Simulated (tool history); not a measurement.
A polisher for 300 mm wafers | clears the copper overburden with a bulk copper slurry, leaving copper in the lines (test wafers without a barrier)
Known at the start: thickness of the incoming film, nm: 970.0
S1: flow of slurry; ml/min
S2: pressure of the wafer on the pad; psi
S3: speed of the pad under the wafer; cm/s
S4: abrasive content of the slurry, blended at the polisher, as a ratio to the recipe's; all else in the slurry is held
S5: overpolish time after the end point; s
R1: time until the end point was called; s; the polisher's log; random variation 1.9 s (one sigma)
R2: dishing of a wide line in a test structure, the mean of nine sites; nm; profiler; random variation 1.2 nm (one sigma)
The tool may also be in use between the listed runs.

run 1 hour=0 | S1=185 S2=2.4 S3=128 S4=1 S5=25 | R1=92.974 R2=100.65
run 2 hour=1.5 | S1=185 S2=2.4 S3=128 S4=0.9 S5=25 | R1=91.56 R2=97.373
run 3 hour=8.2 | S1=185 S2=2.3 S3=128 S4=0.9 S5=23 | R1=98.193 R2=93.794
run 4 hour=12.6 | S1=185 S2=2.3 S3=130 S4=0.85 S5=20 | R1=97.9 R2=85.122
run 5 hour=17.4 | S1=185 S2=2.3 S3=114 S4=0.85 S5=20 | R1=106.39 R2=84.663
run 6 hour=19.8 | S1=185 S2=1.8 S3=114 S4=0.85 S5=20 | R1=132.93 R2=74.308
run 7 hour=28 | S1=185 S2=1.9 S3=116 S4=0.85 S5=18 | R1=121.9 R2=70.938

The next listed run, before its measurement:
run 8 hour=32.4 | S1=185 S2=1.9 S3=118 S4=0.85 S5=17 | R1=? R2=?

{"run 8": {"R1": 118.99, "R2": 70.071}}
